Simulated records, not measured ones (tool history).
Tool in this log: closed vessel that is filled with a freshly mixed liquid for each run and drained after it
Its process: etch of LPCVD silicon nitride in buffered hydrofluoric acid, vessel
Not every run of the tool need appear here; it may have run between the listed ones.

| run | day | temperature setpoint of the liquid (C) | parts of 40 % ammonium fluoride to one part of 49 % hydrofluoric acid (parts by volume) | time in the liquid (s) | thickness taken off the LPCVD silicon nitride on a monitor wafer (nm) |
|---|---|---|---|---|---|
| 1 | 0 | 24 | 13.5 | 2690 | 28.712 |
| 2 | 0.117 | 24 | 13.5 | 2690 | 28.341 |
| 3 | 0.325 | 24 | 15 | 2690 | 25.597 |
| 4 | 0.617 | 24 | 12 | 2690 | 31.948 |
| 5 | 0.725 | 25.5 | 12 | 2690 | 34.811 |
| 6 | 0.879 | 23.5 | 12 | 2690 | 31.346 |

What will run 7 give?
| 7 | 1.138 | 21.5 | 12 | 2690 | ? |

{"run 7": {"thickness taken off the LPCVD silicon nitride on a monitor wafer (nm)": 27.972}}
